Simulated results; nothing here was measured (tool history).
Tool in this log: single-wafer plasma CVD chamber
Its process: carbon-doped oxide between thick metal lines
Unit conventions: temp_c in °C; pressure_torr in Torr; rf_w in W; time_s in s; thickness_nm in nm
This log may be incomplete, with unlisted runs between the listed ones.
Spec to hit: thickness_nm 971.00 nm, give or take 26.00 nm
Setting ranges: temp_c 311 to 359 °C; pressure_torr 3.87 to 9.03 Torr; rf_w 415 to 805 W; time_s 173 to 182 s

{"run": 1, "day": 0.0, "temp_c": 335, "pressure_torr": 6.45, "rf_w": 610, "time_s": 182, "thickness_nm": 1085.4}
{"run": 2, "day": 0.054, "temp_c": 335, "pressure_torr": 6.45, "rf_w": 610, "time_s": 182, "thickness_nm": 1092.6}
{"run": 3, "day": 0.196, "temp_c": 335, "pressure_torr": 6.45, "rf_w": 610, "time_s": 173, "thickness_nm": 1034.9}
{"run": 4, "day": 0.488, "temp_c": 336, "pressure_torr": 6.34, "rf_w": 600, "time_s": 173, "thickness_nm": 1020.4}
{"run": 5, "day": 0.646, "temp_c": 336, "pressure_torr": 6.34, "rf_w": 685, "time_s": 173, "thickness_nm": 1140.8}
{"run": 6, "day": 0.725, "temp_c": 338, "pressure_torr": 6.19, "rf_w": 655, "time_s": 173, "thickness_nm": 1087.1}
{"run": 7, "day": 0.958, "temp_c": 340, "pressure_torr": 6.06, "rf_w": 635, "time_s": 173, "thickness_nm": 1045.2}
{"run": 8, "day": 1.162, "temp_c": 342, "pressure_torr": 5.9, "rf_w": 630, "time_s": 173, "thickness_nm": 1030.3}
{"run": 9, "day": 1.458, "temp_c": 342, "pressure_torr": 5.9, "rf_w": 630, "time_s": 173, "thickness_nm": 1031.0}
{"run": 10, "day": 1.838, "temp_c": 344, "pressure_torr": 5.78, "rf_w": 625, "time_s": 173, "thickness_nm": 1014.5}

Which of these 5 next moves meets every target?
{"run": "A", "day": 2.217, "temp_c": 332, "pressure_torr": 5.42, "rf_w": 575, "time_s": 182, "thickness_nm": "?"}
{"run": "B", "day": 2.217, "temp_c": 353, "pressure_torr": 4.79, "rf_w": 640, "time_s": 173, "thickness_nm": "?"}
{"run": "C", "day": 2.217, "temp_c": 343, "pressure_torr": 5.92, "rf_w": 625, "time_s": 176, "thickness_nm": "?"}
{"run": "D", "day": 2.217, "temp_c": 333, "pressure_torr": 6.12, "rf_w": 605, "time_s": 173, "thickness_nm": "?"}
{"run": "E", "day": 2.217, "temp_c": 347, "pressure_torr": 6.18, "rf_w": 615, "time_s": 179, "thickness_nm": "?"}

move=A thickness_nm=1025.20
move=B thickness_nm=984.66
move=C thickness_nm=1043.10
move=D thickness_nm=1033.60
move=E thickness_nm=1038.50
A: misses by more than the last run did
B: in spec on every target
C: misses by more than the last run did
D: misses by more than the last run did
E: misses by more than the last run did
So the answer is move B, the one that meets all the targets.

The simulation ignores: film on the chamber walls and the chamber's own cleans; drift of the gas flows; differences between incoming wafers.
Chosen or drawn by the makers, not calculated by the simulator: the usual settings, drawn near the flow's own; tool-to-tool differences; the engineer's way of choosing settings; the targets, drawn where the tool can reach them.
